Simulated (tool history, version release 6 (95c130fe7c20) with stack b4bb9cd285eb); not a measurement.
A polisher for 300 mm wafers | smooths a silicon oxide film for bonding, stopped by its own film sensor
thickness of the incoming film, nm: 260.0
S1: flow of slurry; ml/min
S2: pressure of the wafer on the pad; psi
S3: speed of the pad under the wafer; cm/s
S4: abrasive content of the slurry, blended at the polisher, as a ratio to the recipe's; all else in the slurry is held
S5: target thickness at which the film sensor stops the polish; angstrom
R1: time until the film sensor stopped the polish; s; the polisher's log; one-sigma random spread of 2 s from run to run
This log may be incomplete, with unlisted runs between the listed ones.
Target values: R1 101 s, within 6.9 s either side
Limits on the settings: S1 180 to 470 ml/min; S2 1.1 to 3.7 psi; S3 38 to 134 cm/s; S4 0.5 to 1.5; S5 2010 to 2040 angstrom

{"run": 1, "hour": 0.0, "S1": 300, "S2": 2.4, "S3": 86, "S4": 1, "S5": 2040, "R1": 64.346}
{"run": 2, "hour": 8.9, "S1": 300, "S2": 2.2, "S3": 84, "S4": 1, "S5": 2040, "R1": 70.288}
{"run": 3, "hour": 11.4, "S1": 300, "S2": 2.2, "S3": 84, "S4": 1.1, "S5": 2040, "R1": 71.09}
{"run": 4, "hour": 15.4, "S1": 300, "S2": 2.7, "S3": 84, "S4": 1.1, "S5": 2040, "R1": 57.484}
{"run": 5, "hour": 20.3, "S1": 300, "S2": 2.2, "S3": 84, "S4": 1.1, "S5": 2040, "R1": 72.309}
{"run": 6, "hour": 25.3, "S1": 300, "S2": 2.2, "S3": 66, "S4": 1.1, "S5": 2040, "R1": 81.725}
{"run": 7, "hour": 26.9, "S1": 300, "S2": 2.1, "S3": 66, "S4": 1.1, "S5": 2040, "R1": 87.032}
{"run": 8, "hour": 32.7, "S1": 300, "S2": 2, "S3": 66, "S4": 1.1, "S5": 2040, "R1": 90.719}

5 candidate next runs follow, results not yet known. Just one meets every target within its allowed miss. Identify it.
{"run": "A", "hour": 38.5, "S1": 315, "S2": 1.8, "S3": 60, "S4": 1.1, "S5": 2010, "R1": "?"}
{"run": "B", "hour": 38.5, "S1": 300, "S2": 1.7, "S3": 56, "S4": 1.15, "S5": 2010, "R1": "?"}
{"run": "C", "hour": 38.5, "S1": 275, "S2": 1.8, "S3": 70, "S4": 1.3, "S5": 2030, "R1": "?"}
{"run": "D", "hour": 38.5, "S1": 305, "S2": 1.8, "S3": 68, "S4": 1.15, "S5": 2010, "R1": "?"}
{"run": "E", "hour": 38.5, "S1": 260, "S2": 2, "S3": 74, "S4": 1.05, "S5": 2020, "R1": "?"}

move=A R1=114.83
move=B R1=125.47
move=C R1=92.488
move=D R1=102.38
move=E R1=90.477
A: the result that was furthest off in the last run now lies on the other side of its target
B: the result that was furthest off in the last run now lies on the other side of its target
C: an improvement on the last run, though not all results are within tolerance
D: each result inside its tolerance
E: no better and no worse than the last run
The move that meets every target is D.
